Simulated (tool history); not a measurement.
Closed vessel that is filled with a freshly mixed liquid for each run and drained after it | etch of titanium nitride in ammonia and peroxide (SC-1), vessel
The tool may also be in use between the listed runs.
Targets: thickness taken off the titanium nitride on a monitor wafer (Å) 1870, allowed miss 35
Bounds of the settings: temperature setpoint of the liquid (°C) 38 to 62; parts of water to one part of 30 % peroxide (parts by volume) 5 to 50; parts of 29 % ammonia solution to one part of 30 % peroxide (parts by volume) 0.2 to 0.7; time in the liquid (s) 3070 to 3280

run    day  temperature setpoint of the liquid (°C)  parts of water to one part of 30 % peroxide (parts by volume)  parts of 29 % ammonia solution to one part of 30 % peroxide (parts by volume)  time in the liquid (s)  thickness taken off the titanium nitride on a monitor wafer (Å)
  1      0                                       46                                                           27.5                                                                            0.4                    3070                                                           554.03
  2  0.125                                       46                                                           27.5                                                                           0.25                    3070                                                            499.9
  3  0.258                                       51                                                             25                                                                           0.25                    3070                                                           752.95
  4  0.358                                       51                                                           18.5                                                                           0.25                    3070                                                           892.87
  5  0.421                                       51                                                             15                                                                           0.25                    3070                                                           1005.3
  6  0.558                                       51                                                             15                                                                           0.25                    3070                                                           993.64
  7  0.829                                       54                                                             15                                                                           0.25                    3070                                                           1234.3
  8    0.9                                       54                                                             15                                                                           0.25                    3070                                                           1239.4
  9  1.038                                       56                                                             15                                                                           0.25                    3070                                                           1406.8
 10  1.196                                     57.5                                                             15                                                                           0.25                    3070                                                             1579
 11  1.275                                       58                                                             15                                                                           0.25                    3070                                                           1619.1
 12  1.608                                     58.5                                                             15                                                                           0.25                    3070                                                           1664.6
 13  1.933                                       59                                                             15                                                                           0.25                    3070                                                           1725.9
 14  2.192                                     59.5                                                             15                                                                           0.25                    3070                                                           1779.9

5 next moves are on the table. One of them brings every result within its allowed miss. Which?
  A  2.45                                       58                                                             15                                                                           0.25                    3195                                                                ?
  B  2.45                                     59.5                                                           14.5                                                                           0.25                    3280                                                                ?
  C  2.45                                       57                                                             13                                                                           0.35                    3070                                                                ?
  D  2.45                                     56.5                                                             10                                                                            0.2                    3165                                                                ?
  E  2.45                                       61                                                             17                                                                           0.25                    3140                                                                ?

move  thickness taken off the titanium nitride on a monitor wafer (Å)
   A                                                           1661.8
   B                                                           1919.4
   C                                                           1721.8
   D                                                             1781
   E                                                           1855.6
A: further off than the last run
B: takes the result that was furthest off past its target
C: further off than the last run
D: as far off as the last run
E: meets every target
Move E is the one to make.
